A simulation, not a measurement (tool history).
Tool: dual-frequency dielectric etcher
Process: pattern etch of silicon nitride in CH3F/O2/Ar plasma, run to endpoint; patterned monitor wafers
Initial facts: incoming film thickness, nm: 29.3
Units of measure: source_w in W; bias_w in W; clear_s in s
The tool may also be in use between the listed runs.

{"run": 1, "hour": 0.0, "source_w": 480, "bias_w": 78, "clear_s": 38.1}
{"run": 2, "hour": 5.6, "source_w": 550, "bias_w": 78, "clear_s": 36.221}
{"run": 3, "hour": 11.4, "source_w": 630, "bias_w": 78, "clear_s": 34.237}
{"run": 4, "hour": 19.8, "source_w": 560, "bias_w": 75, "clear_s": 36.258}
{"run": 5, "hour": 20.8, "source_w": 560, "bias_w": 84, "clear_s": 35.094}
{"run": 6, "hour": 29.3, "source_w": 500, "bias_w": 80, "clear_s": 37.219}

Estimate the outcome of run 7 from the log above:
{"run": 7, "hour": 30.5, "source_w": 460, "bias_w": 78, "clear_s": "?"}

Logged for run 7: clear_s 38.702 s.
